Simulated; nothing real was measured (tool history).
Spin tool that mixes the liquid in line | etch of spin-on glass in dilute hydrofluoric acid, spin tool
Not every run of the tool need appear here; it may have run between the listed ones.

run,hour,temperature setpoint of the liquid (C),parts of water to one part of 49 % hydrofluoric acid (parts by volume),time under the liquid (s),thickness taken off the spin-on glass on a monitor wafer (angstrom)
1,0,25,265,160,244.71
2,5.7,25,310,160,200.74
3,13.7,25,310,160,202.64
4,19,25,310,175,217.39
5,22.9,26.5,295,175,246
6,25.7,26.5,295,160,227.02
7,32.7,27.5,280,160,251.33
8,38.6,27.5,280,160,248.04
9,39.5,28.5,265,160,277.44
10,43.3,29,255,160,299.43
11,50.9,29.5,245,160,318.88

What does the tool deliver on the next run?
12,52.7,30,240,160,?

thickness taken off the spin-on glass on a monitor wafer (angstrom): 334.94
